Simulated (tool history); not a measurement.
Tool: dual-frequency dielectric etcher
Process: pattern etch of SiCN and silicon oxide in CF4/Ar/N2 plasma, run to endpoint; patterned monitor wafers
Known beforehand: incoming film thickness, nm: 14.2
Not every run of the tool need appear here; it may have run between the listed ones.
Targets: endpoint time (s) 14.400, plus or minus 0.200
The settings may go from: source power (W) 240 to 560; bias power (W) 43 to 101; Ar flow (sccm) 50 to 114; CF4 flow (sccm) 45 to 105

run    day  source power (W)  bias power (W)  Ar flow (sccm)  CF4 flow (sccm)  endpoint time (s)
  1  0.000               400              72              82               75             17.323
  2  0.117               400              72              94               75             17.726
  3  0.333               400              67              94               75             17.980
  4  0.596               430              67              94               75             16.928
  5  0.833               430              67             108               75             17.286
  6  1.033               430              67             114               75             17.381
  7  1.183               460              67             114               75             16.414
  8  1.438               480              67             114               75             15.757
  9  1.662               490              67             114               75             15.635
 10  1.892               500              67             114               75             15.387
 11  1.938               510              67             114               75             15.141
 12  2.262               520              67             114               75             14.772

Exercise: of the 5 proposed moves below, exactly one satisfies all targets within the stated allowed misses. Which move is it?
  A  2.588               510              60             101               93                  ?
  B  2.588               520              67              99               85                  ?
  C  2.588               510              68             113               71                  ?
  D  2.588               500              66             114               88                  ?
  E  2.588               520              67             112               74                  ?

move  endpoint time (s)
   A             14.983
   B             14.413
   C             15.105
   D             15.209
   E             14.842
A: the biggest miss grows against the last run
B: meets every target
C: the biggest miss grows against the last run
D: the biggest miss grows against the last run
E: the biggest miss grows against the last run
Go with B: it meets all targets.
